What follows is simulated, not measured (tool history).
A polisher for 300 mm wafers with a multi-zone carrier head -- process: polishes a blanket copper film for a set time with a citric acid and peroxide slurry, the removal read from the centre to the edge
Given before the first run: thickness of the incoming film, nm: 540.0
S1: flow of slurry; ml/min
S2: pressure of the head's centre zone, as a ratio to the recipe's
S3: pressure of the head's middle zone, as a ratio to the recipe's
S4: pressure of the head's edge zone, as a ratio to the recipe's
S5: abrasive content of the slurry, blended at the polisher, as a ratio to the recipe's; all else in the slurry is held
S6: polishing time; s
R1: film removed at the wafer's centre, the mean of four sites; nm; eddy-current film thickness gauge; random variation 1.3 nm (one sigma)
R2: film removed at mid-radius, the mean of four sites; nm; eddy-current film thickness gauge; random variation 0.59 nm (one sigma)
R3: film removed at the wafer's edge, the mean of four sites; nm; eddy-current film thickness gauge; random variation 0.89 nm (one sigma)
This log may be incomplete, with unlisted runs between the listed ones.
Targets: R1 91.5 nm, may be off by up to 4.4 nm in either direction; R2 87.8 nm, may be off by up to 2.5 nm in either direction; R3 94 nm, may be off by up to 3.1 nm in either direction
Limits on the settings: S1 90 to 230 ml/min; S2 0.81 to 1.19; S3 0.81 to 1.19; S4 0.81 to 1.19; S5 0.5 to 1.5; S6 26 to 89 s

Run 1, hour 0: S1 150 ml/min, S2 1, S3 1, S4 1, S5 1, S6 57 s. Result: R1 161.44 nm, R2 164.5 nm, R3 169.85 nm.
Run 2, hour 8.2: S1 150 ml/min, S2 0.94, S3 1, S4 1, S5 1, S6 57 s. Result: R1 154.26 nm, R2 162.61 nm, R3 168.73 nm.
Run 3, hour 15: S1 145 ml/min, S2 0.94, S3 0.99, S4 0.98, S5 0.95, S6 54 s. Result: R1 138.46 nm, R2 150.12 nm, R3 155.02 nm.
Run 4, hour 16.7: S1 130 ml/min, S2 0.94, S3 0.99, S4 0.98, S5 0.95, S6 54 s. Result: R1 140.32 nm, R2 146.61 nm, R3 154.2 nm.
Run 5, hour 20.9: S1 130 ml/min, S2 0.94, S3 0.99, S4 0.98, S5 1.1, S6 54 s. Result: R1 143.7 nm, R2 152.89 nm, R3 158.65 nm.
Run 6, hour 25.3: S1 130 ml/min, S2 0.95, S3 0.98, S4 0.96, S5 1, S6 52 s. Result: R1 137.04 nm, R2 142.6 nm, R3 149.93 nm.
Run 7, hour 26.4: S1 130 ml/min, S2 0.96, S3 0.98, S4 0.95, S5 0.95, S6 49 s. Result: R1 128.66 nm, R2 131.91 nm, R3 133.77 nm.
Run 8, hour 27.3: S1 130 ml/min, S2 0.95, S3 0.96, S4 0.94, S5 0.9, S6 48 s. Result: R1 123.76 nm, R2 125.54 nm, R3 131.22 nm.
Run 9, hour 34: S1 130 ml/min, S2 0.95, S3 0.96, S4 0.94, S5 0.9, S6 48 s. Result: R1 120.24 nm, R2 124 nm, R3 132.15 nm.
Run 10, hour 40.6: S1 130 ml/min, S2 0.96, S3 0.96, S4 0.93, S5 0.85, S6 47 s. Result: R1 119.53 nm, R2 119.17 nm, R3 127.53 nm.
Run 11, hour 42.7: S1 130 ml/min, S2 0.96, S3 0.96, S4 0.92, S5 0.8, S6 46 s. Result: R1 113.86 nm, R2 114.85 nm, R3 118.54 nm.
Run 12, hour 49.8: S1 130 ml/min, S2 0.96, S3 0.95, S4 0.91, S5 0.75, S6 46 s. Result: R1 109.56 nm, R2 110.96 nm, R3 115.93 nm.
Run 13, hour 50.6: S1 130 ml/min, S2 0.96, S3 0.94, S4 0.9, S5 0.7, S6 46 s. Result: R1 107.91 nm, R2 109.16 nm, R3 113.75 nm.
Run 14, hour 59.5: S1 130 ml/min, S2 0.96, S3 0.93, S4 0.89, S5 0.65, S6 46 s. Result: R1 103.54 nm, R2 104.41 nm, R3 108.78 nm.
Run 15, hour 61.9: S1 115 ml/min, S2 0.96, S3 0.84, S4 0.81, S5 0.5, S6 45 s. Result: R1 89.713 nm, R2 80.894 nm, R3 88.781 nm.
Run 16, hour 66.6: S1 115 ml/min, S2 0.96, S3 0.84, S4 0.81, S5 0.5, S6 45 s. Result: R1 87.415 nm, R2 81.547 nm, R3 89.777 nm.
Run 17, hour 69.1: S1 120 ml/min, S2 0.96, S3 0.84, S4 0.81, S5 0.5, S6 45 s. Result: R1 89.052 nm, R2 81.212 nm, R3 91.503 nm.
Run 18, hour 70.6: S1 120 ml/min, S2 0.96, S3 0.85, S4 0.81, S5 0.5, S6 45 s. Result: R1 87.563 nm, R2 82.917 nm, R3 89.819 nm.
Run 19, hour 79.1: S1 125 ml/min, S2 0.96, S3 0.85, S4 0.81, S5 0.5, S6 45 s. Result: R1 89.28 nm, R2 84.119 nm, R3 89.218 nm.
Run 20, hour 80.4: S1 125 ml/min, S2 0.96, S3 0.85, S4 0.82, S5 0.5, S6 45 s. Result: R1 89.414 nm, R2 82.766 nm, R3 90.208 nm.
Run 21, hour 81.1: S1 125 ml/min, S2 0.96, S3 0.87, S4 0.84, S5 0.5, S6 45 s. Result: R1 88.481 nm, R2 85.005 nm, R3 90.721 nm.

Which one of the following 4 next-run settings gets every result inside its allowed miss? There is exactly one.
Run A, hour 81.8: S1 160 ml/min, S2 0.99, S3 0.93, S4 0.95, S5 0.5, S6 42 s. Result: R1 ?, R2 ?, R3 ?.
Run B, hour 81.8: S1 110 ml/min, S2 1.04, S3 0.95, S4 0.82, S5 0.55, S6 41 s. Result: R1 ?, R2 ?, R3 ?.
Run C, hour 81.8: S1 110 ml/min, S2 0.87, S3 0.88, S4 0.91, S5 0.65, S6 39 s. Result: R1 ?, R2 ?, R3 ?.
Run D, hour 81.8: S1 115 ml/min, S2 1.11, S3 0.9, S4 0.81, S5 0.7, S6 38 s. Result: R1 ?, R2 ?, R3 ?.

move      R1      R2      R3
   A   91.13  86.718  92.616
   B   91.32  84.846  84.772
   C  77.935  81.438  90.894
   D  100.85   83.79  86.985
A: every result within its allowed miss
B: its largest miss is bigger than the last run's
C: its largest miss is bigger than the last run's
D: its largest miss is bigger than the last run's
So the answer is move A, the one that meets all the targets.

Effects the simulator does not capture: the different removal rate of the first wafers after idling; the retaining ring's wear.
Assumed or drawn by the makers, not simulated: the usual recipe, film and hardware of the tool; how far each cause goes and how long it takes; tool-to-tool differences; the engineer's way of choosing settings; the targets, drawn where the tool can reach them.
